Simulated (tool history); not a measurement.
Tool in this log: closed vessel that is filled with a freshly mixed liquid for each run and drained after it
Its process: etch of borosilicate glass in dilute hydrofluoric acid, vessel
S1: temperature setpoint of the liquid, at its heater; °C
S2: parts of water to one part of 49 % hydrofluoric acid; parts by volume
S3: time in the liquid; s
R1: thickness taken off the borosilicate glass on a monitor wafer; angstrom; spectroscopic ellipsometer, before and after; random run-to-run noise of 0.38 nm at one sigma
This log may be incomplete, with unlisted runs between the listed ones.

run 1 hour=0 | S1=22 S2=210 S3=125 | R1=256.69
run 2 hour=6.4 | S1=22 S2=210 S3=125 | R1=253.15
run 3 hour=14.3 | S1=24.5 S2=190 S3=125 | R1=313.46
run 4 hour=18.7 | S1=26 S2=180 S3=125 | R1=355.47
run 5 hour=22.6 | S1=27 S2=175 S3=125 | R1=377.41
run 6 hour=29.2 | S1=28 S2=170 S3=125 | R1=408.23

Run 7 has not been measured yet. What should we expect?
run 7 hour=33.3 | S1=28.5 S2=170 S3=125 | R1=?

R1: 415.87 angstrom
